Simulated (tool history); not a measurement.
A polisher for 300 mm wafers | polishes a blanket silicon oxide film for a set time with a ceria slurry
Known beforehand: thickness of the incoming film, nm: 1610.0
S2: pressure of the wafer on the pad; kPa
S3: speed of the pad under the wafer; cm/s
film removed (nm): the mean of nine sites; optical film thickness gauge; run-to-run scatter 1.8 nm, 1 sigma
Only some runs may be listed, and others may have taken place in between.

Run 1, hour 0: flow of slurry (ml/min) 145, S2 26.2 kPa, S3 96 cm/s, polishing time (s) 63. Result: film removed (nm) 347.
Run 2, hour 1.3: flow of slurry (ml/min) 140, S2 23.4 kPa, S3 96 cm/s, polishing time (s) 63. Result: film removed (nm) 306.7.
Run 3, hour 2.8: flow of slurry (ml/min) 170, S2 23.4 kPa, S3 96 cm/s, polishing time (s) 63. Result: film removed (nm) 320.1.
Run 4, hour 4.6: flow of slurry (ml/min) 170, S2 23.4 kPa, S3 82 cm/s, polishing time (s) 63. Result: film removed (nm) 278.36.
Run 5, hour 10.2: flow of slurry (ml/min) 135, S2 23.4 kPa, S3 82 cm/s, polishing time (s) 63. Result: film removed (nm) 265.38.
Run 6, hour 12.9: flow of slurry (ml/min) 160, S2 23.4 kPa, S3 82 cm/s, polishing time (s) 63. Result: film removed (nm) 269.79.
Run 7, hour 20.4: flow of slurry (ml/min) 155, S2 22.1 kPa, S3 82 cm/s, polishing time (s) 63. Result: film removed (nm) 259.64.
Run 8, hour 26.4: flow of slurry (ml/min) 150, S2 20.7 kPa, S3 82 cm/s, polishing time (s) 63. Result: film removed (nm) 237.92.
Run 9, hour 31.2: flow of slurry (ml/min) 145, S2 20 kPa, S3 82 cm/s, polishing time (s) 63. Result: film removed (nm) 231.58.
Run 10, hour 33.9: flow of slurry (ml/min) 140, S2 20 kPa, S3 82 cm/s, polishing time (s) 63. Result: film removed (nm) 230.82.
Run 11, hour 39.8: flow of slurry (ml/min) 135, S2 20 kPa, S3 82 cm/s, polishing time (s) 63. Result: film removed (nm) 225.79.
Run 12, hour 45.1: flow of slurry (ml/min) 130, S2 20 kPa, S3 82 cm/s, polishing time (s) 63. Result: film removed (nm) 224.04.
At hour 46.6: slurry nozzle cleaned.
Run 13, hour 46.6: flow of slurry (ml/min) 125, S2 20 kPa, S3 82 cm/s, polishing time (s) 63. Result: film removed (nm) 244.76.

Run 14, settings as shown, results not yet in. Your forecast:
Run 14, hour 49.1: flow of slurry (ml/min) 135, S2 19.3 kPa, S3 82 cm/s, polishing time (s) 63. Result: film removed (nm) ?.

{"run 14": {"film removed (nm)": 242.99}}
